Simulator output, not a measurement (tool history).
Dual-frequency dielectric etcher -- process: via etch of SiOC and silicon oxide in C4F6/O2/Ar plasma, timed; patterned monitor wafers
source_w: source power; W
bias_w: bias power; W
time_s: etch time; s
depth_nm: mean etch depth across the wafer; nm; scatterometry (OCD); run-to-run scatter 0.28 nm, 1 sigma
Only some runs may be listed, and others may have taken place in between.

run 1 day=0.000 | source_w=450 bias_w=226 time_s=66.5 | depth_nm=81.782
run 2 day=0.304 | source_w=410 bias_w=218 time_s=66.5 | depth_nm=77.874
run 3 day=0.500 | source_w=410 bias_w=181 time_s=66.5 | depth_nm=74.036
run 4 day=0.546 | source_w=390 bias_w=179 time_s=66.5 | depth_nm=71.686
run 5 day=0.838 | source_w=380 bias_w=178 time_s=66.5 | depth_nm=70.836
run 6 day=1.075 | source_w=370 bias_w=177 time_s=66.5 | depth_nm=70.348

What does the tool deliver on the next run?
run 7 day=1.133 | source_w=370 bias_w=177 time_s=66.5 | depth_nm=?

depth_nm: 70.205 nm
